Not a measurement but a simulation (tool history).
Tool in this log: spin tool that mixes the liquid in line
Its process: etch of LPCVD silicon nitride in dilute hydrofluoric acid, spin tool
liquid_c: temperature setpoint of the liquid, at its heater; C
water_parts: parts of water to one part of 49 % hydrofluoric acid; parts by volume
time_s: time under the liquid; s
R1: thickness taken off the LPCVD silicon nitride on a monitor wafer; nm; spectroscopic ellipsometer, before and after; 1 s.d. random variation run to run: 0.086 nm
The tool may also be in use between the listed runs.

Run 1, hour 0: liquid_c 20 C, water_parts 70 parts by volume, time_s 275 s. Result: R1 1.5271 nm.
Run 2, hour 4.9: liquid_c 21.5 C, water_parts 65 parts by volume, time_s 275 s. Result: R1 1.9099 nm.
Run 3, hour 6.1: liquid_c 21.5 C, water_parts 65 parts by volume, time_s 275 s. Result: R1 1.8072 nm.
Run 4, hour 10.2: liquid_c 22.5 C, water_parts 60 parts by volume, time_s 275 s. Result: R1 2.1402 nm.
Run 5, hour 14.4: liquid_c 22.5 C, water_parts 70 parts by volume, time_s 275 s. Result: R1 1.8443 nm.
Run 6, hour 22.8: liquid_c 23.5 C, water_parts 65 parts by volume, time_s 275 s. Result: R1 2.1071 nm.
Run 7, hour 27.3: liquid_c 24.5 C, water_parts 60 parts by volume, time_s 275 s. Result: R1 2.4694 nm.
Run 8, hour 34.8: liquid_c 25 C, water_parts 60 parts by volume, time_s 275 s. Result: R1 2.5759 nm.

What will run 9 give?
Run 9, hour 41.1: liquid_c 25.5 C, water_parts 60 parts by volume, time_s 275 s. Result: R1 ?.

R1: 2.6671 nm
